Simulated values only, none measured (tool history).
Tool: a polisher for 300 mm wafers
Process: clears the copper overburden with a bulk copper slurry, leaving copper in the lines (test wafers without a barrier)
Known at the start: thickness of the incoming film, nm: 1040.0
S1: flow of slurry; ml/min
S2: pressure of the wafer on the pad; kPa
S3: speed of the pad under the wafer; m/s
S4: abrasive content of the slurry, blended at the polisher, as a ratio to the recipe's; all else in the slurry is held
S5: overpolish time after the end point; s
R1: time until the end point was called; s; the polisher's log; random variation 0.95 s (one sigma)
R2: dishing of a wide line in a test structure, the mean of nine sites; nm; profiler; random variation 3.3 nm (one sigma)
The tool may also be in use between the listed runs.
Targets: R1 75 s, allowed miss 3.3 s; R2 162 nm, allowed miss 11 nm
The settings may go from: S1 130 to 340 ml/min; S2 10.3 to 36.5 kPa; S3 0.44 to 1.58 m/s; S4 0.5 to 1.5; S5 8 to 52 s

run 1 day=0 | S1=220 S2=23.4 S3=1 S4=1 S5=26 | R1=96.959 R2=127.99
run 2 day=0.046 | S1=220 S2=23.4 S3=1 S4=1 S5=37 | R1=96.965 R2=155.56
run 3 day=0.392 | S1=220 S2=23.4 S3=1 S4=1.1 S5=37 | R1=94.271 R2=152.59
run 4 day=0.733 | S1=220 S2=23.4 S3=0.9 S4=1.1 S5=37 | R1=103.7 R2=145.94
run 5 day=0.825 | S1=220 S2=25.5 S3=0.9 S4=1.1 S5=35 | R1=95.275 R2=150.75
run 6 day=0.888 | S1=220 S2=28.3 S3=0.9 S4=1.1 S5=35 | R1=86.207 R2=159.63
run 7 day=1.183 | S1=220 S2=29.6 S3=0.9 S4=1.1 S5=34 | R1=84.005 R2=167.73
run 8 day=1.504 | S1=220 S2=30.3 S3=0.9 S4=1.1 S5=32 | R1=82.942 R2=160.3
run 9 day=1.588 | S1=220 S2=31 S3=0.9 S4=1.1 S5=31 | R1=78.531 R2=158.28

Which of these 4 next moves meets every target?
run A day=1.671 | S1=235 S2=33.8 S3=0.96 S4=1.15 S5=40 | R1=? R2=?
run B day=1.671 | S1=190 S2=32.4 S3=0.92 S4=1.15 S5=29 | R1=? R2=?
run C day=1.671 | S1=220 S2=31 S3=0.84 S4=1.1 S5=30 | R1=? R2=?
run D day=1.671 | S1=235 S2=29 S3=1.2 S4=1.2 S5=27 | R1=? R2=?

move=A R1=70.451 R2=182.18
move=B R1=77.509 R2=157.5
move=C R1=85.477 R2=152.03
move=D R1=68.234 R2=157.25
A: takes the result that was furthest off past its target
B: meets every target
C: further off than the last run
D: takes the result that was furthest off past its target
Answer: B

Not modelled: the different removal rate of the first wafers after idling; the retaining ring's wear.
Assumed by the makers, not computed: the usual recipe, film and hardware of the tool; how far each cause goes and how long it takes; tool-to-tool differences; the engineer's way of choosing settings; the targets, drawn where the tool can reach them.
